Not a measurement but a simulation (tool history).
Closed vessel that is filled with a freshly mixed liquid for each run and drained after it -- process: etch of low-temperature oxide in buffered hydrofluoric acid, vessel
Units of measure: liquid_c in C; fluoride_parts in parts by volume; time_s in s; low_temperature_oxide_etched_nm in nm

run  hour  liquid_c  fluoride_parts  time_s  low_temperature_oxide_etched_nm
  1     0        21              10      90                           149.14
  2   5.8        21              12      90                           125.25
  3   6.9        23            11.5      90                           145.74
  4  11.9        23            11.5      95                           153.41
  5  14.5        23            12.5      95                           143.38
  6  21.2      20.5            12.5      95                           124.23
  7  25.3      22.5              12      95                           145.92
  8  34.1      22.5              12      95                           144.27
  9  42.8        24            11.5      95                           161.64
 10  51.4        25              11      95                           179.56
 11  53.9        26              11      95                           186.79

Estimate the outcome of run 12 from the log above:
 12  56.3      26.5            10.5      95                                ?

{"run 12": {"low_temperature_oxide_etched_nm": 203.56}}
